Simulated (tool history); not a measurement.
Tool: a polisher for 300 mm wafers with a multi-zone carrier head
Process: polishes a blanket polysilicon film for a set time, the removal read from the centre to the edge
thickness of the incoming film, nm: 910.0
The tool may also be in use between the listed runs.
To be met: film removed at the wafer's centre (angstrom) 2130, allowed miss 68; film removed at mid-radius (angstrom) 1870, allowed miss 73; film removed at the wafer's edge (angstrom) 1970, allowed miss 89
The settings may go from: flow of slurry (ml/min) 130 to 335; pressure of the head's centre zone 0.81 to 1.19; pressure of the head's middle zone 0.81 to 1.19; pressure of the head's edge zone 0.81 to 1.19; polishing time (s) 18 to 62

run,hour,flow of slurry (ml/min),pressure of the head's centre zone,pressure of the head's middle zone,pressure of the head's edge zone,polishing time (s),film removed at the wafer's centre (angstrom),film removed at mid-radius (angstrom),film removed at the wafer's edge (angstrom)
1,0,215,1,1,1,40,3110.1,3164.4,3117
2,4.7,215,1,0.98,0.98,38,2882.8,2968.9,2986.9
3,9.1,215,1,1.04,0.98,38,2910.6,3179.1,2973
4,15.1,265,1,1.04,0.98,38,3004.9,3189.3,3012.1
5,21.2,265,1,0.96,0.98,38,2999.1,2986.7,3046.6
6,24.8,315,1,0.96,0.98,38,3066.7,3090.3,3016.7
7,29.2,315,1.01,0.94,0.97,36,2941.1,2859.9,2939.2
8,35.4,275,1.11,0.95,0.87,25,2135.4,1961.9,1861.1
9,44.3,275,1.11,0.94,0.88,25,2169.6,1945.8,1883.2

Which of these 5 next moves meets every target?
A,53.2,330,1.14,1.01,0.88,24,?,?,?
B,53.2,305,1.06,0.88,0.94,25,?,?,?
C,53.2,230,1.13,0.94,0.86,25,?,?,?
D,53.2,290,1.19,0.91,0.87,24,?,?,?
E,53.2,335,1.15,1.06,0.83,23,?,?,?

move,film removed at the wafer's centre (angstrom),film removed at mid-radius (angstrom),film removed at the wafer's edge (angstrom)
A,2193.2,2044,1813.8
B,2135.6,1894.2,1940.2
C,2173.9,1935.3,1818.5
D,2239.5,1857.3,1790.1
E,2120.6,2040.1,1693.9
A: further off than the last run
B: meets every target
C: brings the result that was furthest off to its target, and leaves another outside
D: brings the result that was furthest off to its target, and leaves another outside
E: further off than the last run
Move B is the one to make.
